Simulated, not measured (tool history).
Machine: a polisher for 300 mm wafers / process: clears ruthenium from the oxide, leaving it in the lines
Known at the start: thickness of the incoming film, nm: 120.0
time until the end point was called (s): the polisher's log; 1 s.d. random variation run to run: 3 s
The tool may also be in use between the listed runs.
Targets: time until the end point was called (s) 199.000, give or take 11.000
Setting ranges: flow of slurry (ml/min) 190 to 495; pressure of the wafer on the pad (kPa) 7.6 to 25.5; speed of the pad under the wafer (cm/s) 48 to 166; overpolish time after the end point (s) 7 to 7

| run | hour | flow of slurry (ml/min) | pressure of the wafer on the pad (kPa) | speed of the pad under the wafer (cm/s) | overpolish time after the end point (s) | time until the end point was called (s) |
|---|---|---|---|---|---|---|
| 1 | 0.0 | 320 | 16.5 | 106 | 7 | 81.495 |
| 2 | 5.3 | 320 | 16.5 | 124 | 7 | 72.339 |
| 3 | 6.2 | 320 | 14.5 | 124 | 7 | 79.075 |
| 4 | 12.0 | 315 | 13.1 | 108 | 7 | 102.660 |
| 5 | 14.2 | 315 | 11.7 | 100 | 7 | 121.240 |
| 6 | 16.5 | 315 | 11.0 | 94 | 7 | 137.360 |
| 7 | 21.5 | 315 | 10.3 | 90 | 7 | 149.730 |
| 8 | 30.5 | 315 | 9.7 | 88 | 7 | 165.930 |
| 9 | 33.6 | 315 | 9.0 | 88 | 7 | 175.680 |

Which of these 4 next moves meets every target?
| A | 36.7 | 260 | 12.4 | 72 | 7 | ? |
| B | 36.7 | 315 | 10.3 | 78 | 7 | ? |
| C | 36.7 | 260 | 8.3 | 86 | 7 | ? |
| D | 36.7 | 345 | 11.0 | 72 | 7 | ? |

| move | time until the end point was called (s) |
|---|---|
| A | 159.780 |
| B | 172.480 |
| C | 194.790 |
| D | 174.480 |
A: moves away from the targets compared with the last run
B: moves away from the targets compared with the last run
C: all results land within tolerance of their targets
D: moves away from the targets compared with the last run
Answer: C
